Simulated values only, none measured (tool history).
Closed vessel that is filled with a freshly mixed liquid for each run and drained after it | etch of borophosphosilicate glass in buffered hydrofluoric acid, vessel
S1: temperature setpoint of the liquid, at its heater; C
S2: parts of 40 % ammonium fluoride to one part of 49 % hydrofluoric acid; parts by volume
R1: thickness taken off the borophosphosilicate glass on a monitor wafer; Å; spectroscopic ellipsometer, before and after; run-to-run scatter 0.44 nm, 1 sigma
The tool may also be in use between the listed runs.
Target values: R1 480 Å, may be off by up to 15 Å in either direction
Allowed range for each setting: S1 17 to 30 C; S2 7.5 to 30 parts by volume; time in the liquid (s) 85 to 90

{"run": 1, "hour": 0.0, "S1": 22, "S2": 22, "time in the liquid (s)": 85, "R1": 662.71}
{"run": 2, "hour": 2.5, "S1": 21.5, "S2": 22, "time in the liquid (s)": 85, "R1": 640.23}
{"run": 3, "hour": 5.8, "S1": 21.5, "S2": 19.5, "time in the liquid (s)": 85, "R1": 686.19}
{"run": 4, "hour": 13.5, "S1": 21, "S2": 20, "time in the liquid (s)": 85, "R1": 670.53}
{"run": 5, "hour": 16.9, "S1": 21, "S2": 20, "time in the liquid (s)": 85, "R1": 662.66}
{"run": 6, "hour": 19.8, "S1": 17.5, "S2": 20, "time in the liquid (s)": 85, "R1": 554.23}
{"run": 7, "hour": 28.8, "S1": 17.5, "S2": 20.5, "time in the liquid (s)": 85, "R1": 542.33}
{"run": 8, "hour": 37.3, "S1": 17.5, "S2": 21, "time in the liquid (s)": 85, "R1": 535}

Below are 5 possible settings for the next run. Only one of them brings all results inside the allowed miss of their targets. Which is it?
{"run": "A", "hour": 45.8, "S1": 18, "S2": 20, "time in the liquid (s)": 90, "R1": "?"}
{"run": "B", "hour": 45.8, "S1": 17, "S2": 20.5, "time in the liquid (s)": 90, "R1": "?"}
{"run": "C", "hour": 45.8, "S1": 17, "S2": 22.5, "time in the liquid (s)": 90, "R1": "?"}
{"run": "D", "hour": 45.8, "S1": 18.5, "S2": 21, "time in the liquid (s)": 85, "R1": "?"}
{"run": "E", "hour": 45.8, "S1": 17, "S2": 23, "time in the liquid (s)": 85, "R1": "?"}

move=A R1=598.39
move=B R1=555.96
move=C R1=521.15
move=D R1=561.89
move=E R1=484.74
A: further off than the last run
B: further off than the last run
C: better than the last run, though not everything is in spec
D: further off than the last run
E: every result lands within tolerance
Answer: E
